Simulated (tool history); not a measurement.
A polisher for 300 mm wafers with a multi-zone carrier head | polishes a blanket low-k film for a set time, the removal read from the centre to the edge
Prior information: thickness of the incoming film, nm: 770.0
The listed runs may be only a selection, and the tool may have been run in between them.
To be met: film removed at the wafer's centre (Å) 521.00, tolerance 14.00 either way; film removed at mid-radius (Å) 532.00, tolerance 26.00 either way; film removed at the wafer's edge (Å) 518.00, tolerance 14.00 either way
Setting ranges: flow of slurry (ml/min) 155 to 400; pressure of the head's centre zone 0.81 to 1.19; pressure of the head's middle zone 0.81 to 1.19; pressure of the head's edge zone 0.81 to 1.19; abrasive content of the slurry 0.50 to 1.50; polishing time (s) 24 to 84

| run | hour | flow of slurry (ml/min) | pressure of the head's centre zone | pressure of the head's middle zone | pressure of the head's edge zone | abrasive content of the slurry | polishing time (s) | film removed at the wafer's centre (Å) | film removed at mid-radius (Å) | film removed at the wafer's edge (Å) |
|---|---|---|---|---|---|---|---|---|---|---|
| 1 | 0.0 | 255 | 1.00 | 1.00 | 1.00 | 1.00 | 54 | 278.56 | 274.41 | 276.26 |
| 2 | 2.2 | 255 | 1.00 | 1.00 | 1.00 | 1.15 | 54 | 282.49 | 291.29 | 287.53 |
| 3 | 6.3 | 280 | 1.00 | 1.00 | 1.00 | 1.15 | 54 | 288.52 | 289.41 | 291.88 |
| 4 | 11.4 | 280 | 1.00 | 1.00 | 1.00 | 1.30 | 54 | 302.39 | 312.79 | 304.54 |
| 5 | 20.4 | 285 | 1.01 | 1.01 | 1.02 | 1.30 | 56 | 317.73 | 317.08 | 322.01 |
| 6 | 28.6 | 285 | 1.01 | 1.01 | 1.02 | 1.30 | 67 | 387.76 | 385.97 | 381.71 |
| 7 | 34.4 | 315 | 1.05 | 1.10 | 1.12 | 1.50 | 77 | 478.75 | 489.73 | 486.36 |
| 8 | 35.8 | 320 | 1.06 | 1.11 | 1.11 | 1.50 | 80 | 493.86 | 522.69 | 499.24 |
|  | 37.8 | worn pad replaced by a new one |
| 9 | 37.8 | 330 | 1.10 | 1.11 | 1.16 | 1.50 | 81 | 593.56 | 602.36 | 583.23 |
| 10 | 45.8 | 320 | 1.10 | 1.11 | 1.16 | 1.50 | 81 | 596.81 | 597.51 | 585.89 |

Which of these 4 next moves meets every target?
| A | 53.8 | 295 | 1.09 | 1.10 | 1.13 | 1.50 | 77 | ? | ? | ? |
| B | 53.8 | 330 | 1.11 | 1.14 | 1.09 | 1.40 | 72 | ? | ? | ? |
| C | 53.8 | 335 | 1.11 | 1.13 | 1.07 | 1.20 | 76 | ? | ? | ? |
| D | 53.8 | 215 | 1.12 | 1.15 | 1.19 | 1.35 | 76 | ? | ? | ? |

| move | film removed at the wafer's centre (Å) | film removed at mid-radius (Å) | film removed at the wafer's edge (Å) |
|---|---|---|---|
| A | 559.99 | 566.73 | 535.78 |
| B | 527.62 | 541.02 | 485.94 |
| C | 531.46 | 540.82 | 485.04 |
| D | 524.25 | 540.32 | 509.25 |
A: an improvement on the last run, though not all results are within tolerance
B: brings the result that was furthest off to its target, and leaves another outside
C: brings the result that was furthest off to its target, and leaves another outside
D: every result within its allowed miss
Correct choice: D, which meets every target

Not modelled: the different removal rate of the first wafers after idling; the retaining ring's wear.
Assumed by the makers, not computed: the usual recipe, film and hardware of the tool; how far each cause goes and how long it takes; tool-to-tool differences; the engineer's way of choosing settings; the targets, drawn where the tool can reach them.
